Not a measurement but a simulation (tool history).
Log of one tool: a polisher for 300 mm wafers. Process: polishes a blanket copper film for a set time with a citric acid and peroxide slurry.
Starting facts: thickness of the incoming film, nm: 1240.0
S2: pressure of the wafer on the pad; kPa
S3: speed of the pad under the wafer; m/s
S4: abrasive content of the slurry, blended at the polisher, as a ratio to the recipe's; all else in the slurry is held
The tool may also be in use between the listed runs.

Run 1, hour 0: flow of slurry (ml/min) 225, S2 17.2 kPa, S3 1.08 m/s, S4 1, polishing time (s) 28. Result: film removed (Å) 448.6.
Run 2, hour 2.8: flow of slurry (ml/min) 225, S2 19.3 kPa, S3 1.08 m/s, S4 1, polishing time (s) 28. Result: film removed (Å) 506.74.
Run 3, hour 9.6: flow of slurry (ml/min) 225, S2 19.3 kPa, S3 1.08 m/s, S4 0.85, polishing time (s) 28. Result: film removed (Å) 475.21.
Run 4, hour 11.2: flow of slurry (ml/min) 225, S2 19.3 kPa, S3 1.08 m/s, S4 1.05, polishing time (s) 28. Result: film removed (Å) 508.64.
Run 5, hour 16.1: flow of slurry (ml/min) 225, S2 20.7 kPa, S3 1.08 m/s, S4 1.05, polishing time (s) 28. Result: film removed (Å) 544.67.
Run 6, hour 23: flow of slurry (ml/min) 225, S2 20.7 kPa, S3 0.82 m/s, S4 1.05, polishing time (s) 28. Result: film removed (Å) 408.14.
Run 7, hour 25.2: flow of slurry (ml/min) 230, S2 25.5 kPa, S3 1.02 m/s, S4 1.05, polishing time (s) 28. Result: film removed (Å) 614.5.

What will run 8 give?
Run 8, hour 25.9: flow of slurry (ml/min) 230, S2 26.2 kPa, S3 1.04 m/s, S4 1.05, polishing time (s) 28. Result: film removed (Å) ?.

Run 8 yielded film removed (Å) 655.11.

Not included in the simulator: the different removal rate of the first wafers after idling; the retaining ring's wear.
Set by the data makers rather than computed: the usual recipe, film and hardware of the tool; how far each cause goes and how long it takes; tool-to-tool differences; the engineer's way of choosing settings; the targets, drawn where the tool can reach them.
